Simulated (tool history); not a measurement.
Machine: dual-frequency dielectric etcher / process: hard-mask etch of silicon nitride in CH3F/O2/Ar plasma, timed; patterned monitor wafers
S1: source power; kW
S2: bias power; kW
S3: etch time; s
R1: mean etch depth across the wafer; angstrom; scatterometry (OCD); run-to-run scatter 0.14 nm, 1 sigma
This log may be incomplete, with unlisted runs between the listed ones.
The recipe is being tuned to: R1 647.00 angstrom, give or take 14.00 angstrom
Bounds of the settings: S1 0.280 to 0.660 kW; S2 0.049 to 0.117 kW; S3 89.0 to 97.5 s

run	hour	S1	S2	S3	R1
1	0.0	0.470	0.083	97.5	755.29
2	4.0	0.470	0.083	89.0	688.57
3	8.5	0.460	0.083	89.0	685.65
4	11.4	0.460	0.083	89.0	687.82
5	17.5	0.420	0.083	89.0	669.78
6	25.5	0.420	0.083	97.5	733.21
7	30.2	0.410	0.081	97.0	720.63
8	34.4	0.400	0.079	96.5	708.82
9	39.7	0.390	0.077	96.0	697.92
10	46.0	0.380	0.076	95.5	687.77
11	53.6	0.370	0.075	95.5	678.35
12	54.7	0.360	0.074	95.5	670.40

Exactly one of the 5 candidate moves below puts every result within its allowed miss. Which one?
A	55.8	0.330	0.069	95.0	?
B	55.8	0.360	0.083	94.0	?
C	55.8	0.420	0.073	94.0	?
D	55.8	0.410	0.070	94.5	?
E	55.8	0.360	0.073	97.5	?

move	R1
A	644.37
B	679.93
C	685.16
D	678.08
E	683.94
A: all results in spec
B: moves away from the targets compared with the last run
C: moves away from the targets compared with the last run
D: moves away from the targets compared with the last run
E: moves away from the targets compared with the last run
Move A is the one to make.
